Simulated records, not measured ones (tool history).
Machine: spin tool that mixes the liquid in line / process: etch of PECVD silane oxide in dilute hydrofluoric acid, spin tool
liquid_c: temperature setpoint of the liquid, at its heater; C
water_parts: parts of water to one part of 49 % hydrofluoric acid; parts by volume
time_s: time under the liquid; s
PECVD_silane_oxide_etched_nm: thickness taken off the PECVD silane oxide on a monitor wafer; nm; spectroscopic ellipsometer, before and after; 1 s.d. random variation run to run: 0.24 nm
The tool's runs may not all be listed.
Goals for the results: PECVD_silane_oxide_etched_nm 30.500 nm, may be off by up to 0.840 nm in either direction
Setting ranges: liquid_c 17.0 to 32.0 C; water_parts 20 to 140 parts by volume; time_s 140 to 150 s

{"run": 1, "hour": 0.0, "liquid_c": 24.0, "water_parts": 75, "time_s": 140, "PECVD_silane_oxide_etched_nm": 41.926}
{"run": 2, "hour": 1.3, "liquid_c": 22.5, "water_parts": 75, "time_s": 140, "PECVD_silane_oxide_etched_nm": 39.596}
{"run": 3, "hour": 5.1, "liquid_c": 21.5, "water_parts": 75, "time_s": 140, "PECVD_silane_oxide_etched_nm": 37.817}
{"run": 4, "hour": 13.9, "liquid_c": 21.5, "water_parts": 75, "time_s": 150, "PECVD_silane_oxide_etched_nm": 40.105}
{"run": 5, "hour": 17.6, "liquid_c": 20.0, "water_parts": 75, "time_s": 150, "PECVD_silane_oxide_etched_nm": 38.356}
{"run": 6, "hour": 22.0, "liquid_c": 20.0, "water_parts": 55, "time_s": 150, "PECVD_silane_oxide_etched_nm": 52.526}
{"run": 7, "hour": 25.3, "liquid_c": 19.5, "water_parts": 60, "time_s": 150, "PECVD_silane_oxide_etched_nm": 47.497}
{"run": 8, "hour": 26.2, "liquid_c": 19.0, "water_parts": 65, "time_s": 150, "PECVD_silane_oxide_etched_nm": 42.276}
{"run": 9, "hour": 32.3, "liquid_c": 17.0, "water_parts": 85, "time_s": 150, "PECVD_silane_oxide_etched_nm": 29.452}

Which of these 4 next moves meets every target?
{"run": "A", "hour": 38.4, "liquid_c": 17.0, "water_parts": 80, "time_s": 140, "PECVD_silane_oxide_etched_nm": "?"}
{"run": "B", "hour": 38.4, "liquid_c": 21.5, "water_parts": 90, "time_s": 140, "PECVD_silane_oxide_etched_nm": "?"}
{"run": "C", "hour": 38.4, "liquid_c": 19.0, "water_parts": 95, "time_s": 150, "PECVD_silane_oxide_etched_nm": "?"}
{"run": "D", "hour": 38.4, "liquid_c": 17.5, "water_parts": 85, "time_s": 145, "PECVD_silane_oxide_etched_nm": "?"}

move=A PECVD_silane_oxide_etched_nm=29.462
move=B PECVD_silane_oxide_etched_nm=31.215
move=C PECVD_silane_oxide_etched_nm=28.425
move=D PECVD_silane_oxide_etched_nm=29.168
A: about as far from the targets as the last run
B: all results in spec
C: moves away from the targets compared with the last run
D: moves away from the targets compared with the last run
So the answer is move B, the one that meets all the targets.

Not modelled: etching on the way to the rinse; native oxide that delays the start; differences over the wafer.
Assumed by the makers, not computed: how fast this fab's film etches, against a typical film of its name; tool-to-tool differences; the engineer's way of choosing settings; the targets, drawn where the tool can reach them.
